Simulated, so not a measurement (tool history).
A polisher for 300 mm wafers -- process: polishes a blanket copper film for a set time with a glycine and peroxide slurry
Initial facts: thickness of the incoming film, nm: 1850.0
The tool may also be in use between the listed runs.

run  hour  flow of slurry (ml/min)  pressure of the wafer on the pad (kPa)  speed of the pad under the wafer (m/s)  polishing time (s)  film removed (nm)
  1     0                      265                                    13.1                                    1.24                  45             241.64
  2   8.6                      215                                    13.1                                    1.24                  45                237
  3    14                      170                                    13.1                                    1.24                  45             232.54
  4  21.4                      170                                    14.5                                    1.24                  45             253.56
  5    28                      170                                    15.2                                    1.24                  45             262.26
  6  33.9                      160                                    15.2                                    1.24                  45             258.34

Forecast run 7:
  7  42.7                      165                                    15.9                                    1.26                  45                  ?

{"run 7": {"film removed (nm)": 270.95}}
